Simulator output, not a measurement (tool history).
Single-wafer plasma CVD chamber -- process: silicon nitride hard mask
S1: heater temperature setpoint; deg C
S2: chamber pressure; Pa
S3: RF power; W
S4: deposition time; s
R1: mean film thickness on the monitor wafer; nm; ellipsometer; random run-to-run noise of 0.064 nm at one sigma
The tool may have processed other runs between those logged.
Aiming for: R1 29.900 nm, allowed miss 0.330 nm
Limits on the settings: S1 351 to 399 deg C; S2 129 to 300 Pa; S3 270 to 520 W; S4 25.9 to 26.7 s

Run 1, hour 0.0: S1 375 deg C, S2 215 Pa, S3 395 W, S4 25.9 s. Result: R1 33.208 nm.
Run 2, hour 2.7: S1 375 deg C, S2 215 Pa, S3 355 W, S4 25.9 s. Result: R1 31.469 nm.
Run 3, hour 10.5: S1 375 deg C, S2 211 Pa, S3 355 W, S4 25.9 s. Result: R1 31.252 nm.
Run 4, hour 15.0: S1 375 deg C, S2 207 Pa, S3 355 W, S4 25.9 s. Result: R1 31.149 nm.
Run 5, hour 17.1: S1 375 deg C, S2 171 Pa, S3 355 W, S4 25.9 s. Result: R1 29.319 nm.
Run 6, hour 18.0: S1 375 deg C, S2 135 Pa, S3 355 W, S4 25.9 s. Result: R1 26.982 nm.
Run 7, hour 26.5: S1 375 deg C, S2 140 Pa, S3 355 W, S4 25.9 s. Result: R1 27.268 nm.
Run 8, hour 33.6: S1 375 deg C, S2 145 Pa, S3 355 W, S4 25.9 s. Result: R1 27.671 nm.
Run 9, hour 35.5: S1 375 deg C, S2 149 Pa, S3 355 W, S4 25.9 s. Result: R1 27.900 nm.
Run 10, hour 43.9: S1 375 deg C, S2 153 Pa, S3 355 W, S4 25.9 s. Result: R1 28.324 nm.
Run 11, hour 46.6: S1 375 deg C, S2 156 Pa, S3 355 W, S4 25.9 s. Result: R1 28.528 nm.
Run 12, hour 48.4: S1 375 deg C, S2 159 Pa, S3 355 W, S4 25.9 s. Result: R1 28.479 nm.
Run 13, hour 50.2: S1 375 deg C, S2 161 Pa, S3 355 W, S4 25.9 s. Result: R1 28.794 nm.
Run 14, hour 57.0: S1 375 deg C, S2 164 Pa, S3 355 W, S4 25.9 s. Result: R1 28.964 nm.
Run 15, hour 60.4: S1 375 deg C, S2 165 Pa, S3 355 W, S4 25.9 s. Result: R1 29.051 nm.
Run 16, hour 68.3: S1 375 deg C, S2 167 Pa, S3 355 W, S4 25.9 s. Result: R1 29.065 nm.
Run 17, hour 76.0: S1 375 deg C, S2 168 Pa, S3 355 W, S4 25.9 s. Result: R1 29.112 nm.
Run 18, hour 84.2: S1 375 deg C, S2 169 Pa, S3 355 W, S4 25.9 s. Result: R1 29.274 nm.
Run 19, hour 93.0: S1 375 deg C, S2 171 Pa, S3 355 W, S4 25.9 s. Result: R1 29.248 nm.

4 candidate next runs follow, results not yet known. Just one meets every target within its allowed miss. Identify it.
Run A, hour 101.8: S1 372 deg C, S2 164 Pa, S3 360 W, S4 25.9 s. Result: R1 ?.
Run B, hour 101.8: S1 372 deg C, S2 145 Pa, S3 370 W, S4 26.3 s. Result: R1 ?.
Run C, hour 101.8: S1 376 deg C, S2 176 Pa, S3 360 W, S4 26.1 s. Result: R1 ?.
Run D, hour 101.8: S1 384 deg C, S2 152 Pa, S3 335 W, S4 26.7 s. Result: R1 ?.

move      R1
   A  29.296
   B  28.889
   C  30.181
   D  28.295
A: moves toward the targets from the last run without getting all of them in spec
B: further off than the last run
C: every result within its allowed miss
D: further off than the last run
Go with C: it meets all targets.
